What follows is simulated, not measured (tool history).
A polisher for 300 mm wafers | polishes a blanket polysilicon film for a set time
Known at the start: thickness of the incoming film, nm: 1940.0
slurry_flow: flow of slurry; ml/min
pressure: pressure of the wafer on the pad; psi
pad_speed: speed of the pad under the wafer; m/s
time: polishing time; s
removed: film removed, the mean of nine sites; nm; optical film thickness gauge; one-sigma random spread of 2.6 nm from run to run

| run | hour | slurry_flow | pressure | pad_speed | time | removed |
|---|---|---|---|---|---|---|
| 1 | 0.0 | 130 | 1.8 | 1.06 | 50 | 264.42 |
| 2 | 6.1 | 130 | 2.1 | 1.06 | 50 | 307.40 |
| 3 | 7.6 | 140 | 2.1 | 1.06 | 50 | 314.15 |
| 4 | 9.2 | 140 | 1.9 | 1.04 | 50 | 285.44 |
| 5 | 14.7 | 135 | 1.7 | 1.02 | 50 | 249.46 |
| 6 | 23.1 | 130 | 1.6 | 1.02 | 50 | 238.27 |
| 7 | 23.8 | 130 | 1.5 | 1.00 | 50 | 217.60 |

The next listed run, before its measurement:
| 8 | 26.6 | 125 | 1.4 | 1.00 | 50 | ? |

{"run 8": {"removed": 202.41}}
